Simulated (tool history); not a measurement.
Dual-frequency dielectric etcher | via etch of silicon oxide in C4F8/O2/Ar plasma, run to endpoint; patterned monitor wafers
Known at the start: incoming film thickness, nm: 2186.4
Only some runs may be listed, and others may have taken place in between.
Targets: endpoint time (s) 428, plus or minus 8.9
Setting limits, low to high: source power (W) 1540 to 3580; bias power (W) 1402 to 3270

run	hour	source power (W)	bias power (W)	endpoint time (s)
1	0	2560	2336	382.74
2	0.8	2560	2535	374.39
3	1.6	2930	2535	366.65
4	3.3	3180	2535	351.43
5	8.9	3460	2535	343.43
6	15.6	3080	2364	361.97
7	16.3	2770	2232	377.33
8	17.2	2530	2128	392.57
9	23.5	2370	2064	407.28

Consider the 5 candidate settings below. Which is the only one whose results all fall within their allowed miss of target?
A	29.8	2390	2064	?
B	29.8	2430	2007	?
C	29.8	2280	2140	?
D	29.8	2190	1796	?
E	29.8	2210	2186	?

move	endpoint time (s)
A	406.17
B	406.46
C	408.98
D	429.69
E	411.02
A: the biggest miss grows against the last run
B: neither nearer nor further off than the last run
C: nearer than the last run, and not there yet
D: hits every target within its allowed miss
E: nearer than the last run, and not there yet
Go with D: it meets all targets.

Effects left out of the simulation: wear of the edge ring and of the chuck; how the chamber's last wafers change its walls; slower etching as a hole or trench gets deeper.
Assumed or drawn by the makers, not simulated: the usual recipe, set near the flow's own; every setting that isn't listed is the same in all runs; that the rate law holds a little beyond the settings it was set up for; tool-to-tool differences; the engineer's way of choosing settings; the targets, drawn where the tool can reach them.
